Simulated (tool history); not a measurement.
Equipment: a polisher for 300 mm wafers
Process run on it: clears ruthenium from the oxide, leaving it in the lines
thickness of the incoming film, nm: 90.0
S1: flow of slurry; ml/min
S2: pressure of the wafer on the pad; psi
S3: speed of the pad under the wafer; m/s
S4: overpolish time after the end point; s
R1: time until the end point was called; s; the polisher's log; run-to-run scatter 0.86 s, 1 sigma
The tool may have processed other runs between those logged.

Run 1, hour 0.0: S1 170 ml/min, S2 1.4 psi, S3 1.04 m/s, S4 34 s. Result: R1 126.75 s.
Run 2, hour 2.2: S1 170 ml/min, S2 1.4 psi, S3 0.88 m/s, S4 34 s. Result: R1 148.94 s.
Run 3, hour 5.6: S1 170 ml/min, S2 1.4 psi, S3 0.88 m/s, S4 36 s. Result: R1 147.20 s.
Run 4, hour 11.4: S1 170 ml/min, S2 1.6 psi, S3 0.88 m/s, S4 36 s. Result: R1 127.89 s.
Run 5, hour 19.8: S1 170 ml/min, S2 1.8 psi, S3 0.88 m/s, S4 36 s. Result: R1 117.23 s.
Run 6, hour 21.9: S1 200 ml/min, S2 1.8 psi, S3 0.88 m/s, S4 36 s. Result: R1 111.91 s.
Run 7, hour 30.2: S1 205 ml/min, S2 1.8 psi, S3 0.88 m/s, S4 36 s. Result: R1 115.00 s.
Run 8, hour 35.0: S1 205 ml/min, S2 1.9 psi, S3 0.88 m/s, S4 36 s. Result: R1 105.87 s.

Run 9 is up next; what results do you expect?
Run 9, hour 42.2: S1 205 ml/min, S2 1.9 psi, S3 0.88 m/s, S4 36 s. Result: R1 ?.

{"run 9": {"R1": 108.07}}
